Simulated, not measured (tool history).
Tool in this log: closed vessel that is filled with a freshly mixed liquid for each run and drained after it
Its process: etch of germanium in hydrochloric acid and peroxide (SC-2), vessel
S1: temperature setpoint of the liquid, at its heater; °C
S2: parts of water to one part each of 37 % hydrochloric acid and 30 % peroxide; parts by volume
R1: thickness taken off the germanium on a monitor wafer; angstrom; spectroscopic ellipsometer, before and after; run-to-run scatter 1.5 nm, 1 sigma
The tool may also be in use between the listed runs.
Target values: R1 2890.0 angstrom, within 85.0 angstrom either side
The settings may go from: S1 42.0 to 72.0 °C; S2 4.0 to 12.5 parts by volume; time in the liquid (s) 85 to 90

run 1 day=0.000 | S1=58.0 S2=7.0 time_in_the_liquid_(s)=85 | R1=3719.5
run 2 day=0.342 | S1=58.0 S2=7.0 time_in_the_liquid_(s)=90 | R1=3905.0
run 3 day=0.671 | S1=55.0 S2=7.0 time_in_the_liquid_(s)=90 | R1=3577.9
run 4 day=0.700 | S1=52.5 S2=7.0 time_in_the_liquid_(s)=90 | R1=3307.9
run 5 day=0.850 | S1=52.5 S2=9.0 time_in_the_liquid_(s)=90 | R1=3269.2
run 6 day=1.067 | S1=52.5 S2=11.0 time_in_the_liquid_(s)=90 | R1=3197.1
run 7 day=1.171 | S1=52.0 S2=11.0 time_in_the_liquid_(s)=90 | R1=3148.9
run 8 day=1.233 | S1=51.5 S2=11.0 time_in_the_liquid_(s)=90 | R1=3103.8

Below are 5 possible settings for the next run. Only one of them brings all results inside the allowed miss of their targets. Which is it?
run A day=1.296 | S1=52.5 S2=11.0 time_in_the_liquid_(s)=90 | R1=?
run B day=1.296 | S1=56.5 S2=10.5 time_in_the_liquid_(s)=85 | R1=?
run C day=1.296 | S1=50.5 S2=9.0 time_in_the_liquid_(s)=85 | R1=?
run D day=1.296 | S1=56.0 S2=12.5 time_in_the_liquid_(s)=85 | R1=?
run E day=1.296 | S1=53.0 S2=12.0 time_in_the_liquid_(s)=90 | R1=?

move=A R1=3201.1
move=B R1=3431.7
move=C R1=2896.0
move=D R1=3309.6
move=E R1=3217.7
A: the biggest miss grows against the last run
B: the biggest miss grows against the last run
C: each result inside its tolerance
D: the biggest miss grows against the last run
E: the biggest miss grows against the last run
Move C is the one to make.

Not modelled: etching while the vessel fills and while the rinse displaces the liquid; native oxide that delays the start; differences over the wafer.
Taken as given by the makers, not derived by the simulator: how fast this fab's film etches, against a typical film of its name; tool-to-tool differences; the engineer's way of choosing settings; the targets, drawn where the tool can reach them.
